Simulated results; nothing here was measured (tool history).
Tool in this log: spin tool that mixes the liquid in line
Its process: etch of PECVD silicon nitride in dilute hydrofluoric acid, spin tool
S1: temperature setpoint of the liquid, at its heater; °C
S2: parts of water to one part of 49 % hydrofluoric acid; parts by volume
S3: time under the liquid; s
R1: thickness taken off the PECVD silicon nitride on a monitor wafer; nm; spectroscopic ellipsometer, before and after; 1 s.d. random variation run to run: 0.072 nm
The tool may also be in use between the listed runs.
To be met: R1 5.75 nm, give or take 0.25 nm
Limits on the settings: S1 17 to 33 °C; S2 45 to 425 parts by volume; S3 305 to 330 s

run 1 hour=0 | S1=25 S2=235 S3=305 | R1=3.9204
run 2 hour=4.4 | S1=26 S2=235 S3=305 | R1=4.1315
run 3 hour=13.2 | S1=26 S2=270 S3=305 | R1=3.6006
run 4 hour=15.1 | S1=26 S2=270 S3=305 | R1=3.6395
run 5 hour=20.2 | S1=26 S2=270 S3=305 | R1=3.6859
run 6 hour=25.5 | S1=26 S2=270 S3=330 | R1=4.0109
run 7 hour=30.4 | S1=30 S2=260 S3=330 | R1=5.2074
run 8 hour=35.9 | S1=31 S2=260 S3=330 | R1=5.5024

Exercise: of the 4 proposed moves below, exactly one satisfies all targets within the stated allowed misses. Which move is it?
run A hour=41.4 | S1=30 S2=260 S3=330 | R1=?
run B hour=41.4 | S1=30.5 S2=280 S3=330 | R1=?
run C hour=41.4 | S1=30.5 S2=240 S3=325 | R1=?
run D hour=41.4 | S1=31 S2=265 S3=315 | R1=?

move=A R1=5.2423
move=B R1=5.0007
move=C R1=5.7711
move=D R1=5.1999
A: the biggest miss grows against the last run
B: the biggest miss grows against the last run
C: hits every target within its allowed miss
D: the biggest miss grows against the last run
The move that meets every target is C.
